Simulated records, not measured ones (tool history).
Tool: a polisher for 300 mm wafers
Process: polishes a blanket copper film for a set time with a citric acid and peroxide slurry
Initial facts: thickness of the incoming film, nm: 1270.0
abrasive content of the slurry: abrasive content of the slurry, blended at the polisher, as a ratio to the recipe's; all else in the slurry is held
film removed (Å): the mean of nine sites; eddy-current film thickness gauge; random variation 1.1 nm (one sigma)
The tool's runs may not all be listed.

run,hour,flow of slurry (ml/min),pressure of the wafer on the pad (psi),speed of the pad under the wafer (m/s),abrasive content of the slurry,polishing time (s),film removed (Å)
1,0.0,140,2.5,1.02,1.0,39,727.44
2,7.0,145,2.7,1.02,1.0,39,771.89
3,14.4,145,2.7,1.02,1.0,39,782.16
4,17.7,165,2.7,1.02,1.0,39,798.96
5,26.1,165,2.5,1.02,1.0,39,739.48
6,28.1,165,2.7,1.02,1.0,39,813.02
7,36.6,170,2.8,1.02,1.0,39,819.56
8,42.2,170,2.9,1.02,1.0,39,868.37

Predict the results of run 9:
9,48.7,170,3.0,1.02,1.0,39,?

{"run 9": {"film removed (Å)": 902.56}}

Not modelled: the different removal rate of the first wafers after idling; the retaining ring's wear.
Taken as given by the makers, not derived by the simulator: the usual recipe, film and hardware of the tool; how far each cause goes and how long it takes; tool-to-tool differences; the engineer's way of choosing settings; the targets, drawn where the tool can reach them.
